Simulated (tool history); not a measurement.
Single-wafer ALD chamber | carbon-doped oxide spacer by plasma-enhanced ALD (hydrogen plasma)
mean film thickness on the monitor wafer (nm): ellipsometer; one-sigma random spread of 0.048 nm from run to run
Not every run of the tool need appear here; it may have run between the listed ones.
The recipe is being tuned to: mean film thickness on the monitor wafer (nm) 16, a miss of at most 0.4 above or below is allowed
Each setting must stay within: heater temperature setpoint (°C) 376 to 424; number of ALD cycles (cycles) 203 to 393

run  hour  heater temperature setpoint (°C)  number of ALD cycles (cycles)  mean film thickness on the monitor wafer (nm)
  1     0                               400                            298                                         13.387
  2   1.5                               400                            338                                         15.238
  3   5.8                               390                            338                                         15.182
  4  11.8                               380                            338                                         15.156
  5  18.1                               380                            340                                         15.281
  6  20.2                               380                            342                                         15.333
  7  23.4                               380                            344                                         15.539
  8  30.1                               380                            345                                         15.612
  9  37.6                               380                            346                                         15.593

Exactly one of the 4 candidate moves below puts every result within its allowed miss. Which one?
  A  45.1                               376                            354                                              ?
  B  45.1                               376                            337                                              ?
  C  45.1                               376                            341                                              ?
  D  45.1                               376                            325                                              ?

move  mean film thickness on the monitor wafer (nm)
   A                                         15.909
   B                                         15.145
   C                                         15.324
   D                                         14.605
A: meets every target
B: the biggest miss grows against the last run
C: the biggest miss grows against the last run
D: the biggest miss grows against the last run
The right move is A.
